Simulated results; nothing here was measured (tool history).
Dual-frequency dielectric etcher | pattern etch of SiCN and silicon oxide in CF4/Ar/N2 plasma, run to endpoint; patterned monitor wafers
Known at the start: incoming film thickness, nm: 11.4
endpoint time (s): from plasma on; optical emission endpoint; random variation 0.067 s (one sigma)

run,hour,source power (W),bias power (W),Ar flow (sccm),CF4 flow (sccm),endpoint time (s)
1,0,440,67,115,62,15.577
2,3.6,440,71,115,62,15.252
3,9.3,440,71,133,62,15.517
4,12.8,440,71,133,58,15.672
5,18.2,440,71,120,58,15.454
6,20.7,460,71,120,58,15.011
7,23.6,470,71,120,58,14.626

Run 8 comes next. What will it give?
8,28.7,520,72,120,58,?

{"run 8": {"endpoint time (s)": 13.69}}
